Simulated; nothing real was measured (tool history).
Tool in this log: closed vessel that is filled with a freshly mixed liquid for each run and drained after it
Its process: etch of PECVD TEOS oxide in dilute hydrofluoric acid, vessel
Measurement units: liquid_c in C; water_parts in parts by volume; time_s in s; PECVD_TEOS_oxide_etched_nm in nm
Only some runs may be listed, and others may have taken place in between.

{"run": 1, "day": 0.0, "liquid_c": 26.0, "water_parts": 170, "time_s": 130, "PECVD_TEOS_oxide_etched_nm": 10.863}
{"run": 2, "day": 0.088, "liquid_c": 25.0, "water_parts": 170, "time_s": 130, "PECVD_TEOS_oxide_etched_nm": 10.371}
{"run": 3, "day": 0.354, "liquid_c": 23.0, "water_parts": 170, "time_s": 130, "PECVD_TEOS_oxide_etched_nm": 9.6033}
{"run": 4, "day": 0.392, "liquid_c": 23.0, "water_parts": 170, "time_s": 130, "PECVD_TEOS_oxide_etched_nm": 9.5969}
{"run": 5, "day": 0.442, "liquid_c": 22.5, "water_parts": 170, "time_s": 130, "PECVD_TEOS_oxide_etched_nm": 9.5922}
{"run": 6, "day": 0.808, "liquid_c": 22.5, "water_parts": 170, "time_s": 140, "PECVD_TEOS_oxide_etched_nm": 10.148}
{"run": 7, "day": 0.946, "liquid_c": 22.0, "water_parts": 170, "time_s": 140, "PECVD_TEOS_oxide_etched_nm": 10.088}

Run 8 has not been measured yet. What should we expect?
{"run": 8, "day": 1.012, "liquid_c": 21.5, "water_parts": 170, "time_s": 140, "PECVD_TEOS_oxide_etched_nm": "?"}

{"run 8": {"PECVD_TEOS_oxide_etched_nm": 9.6429}}
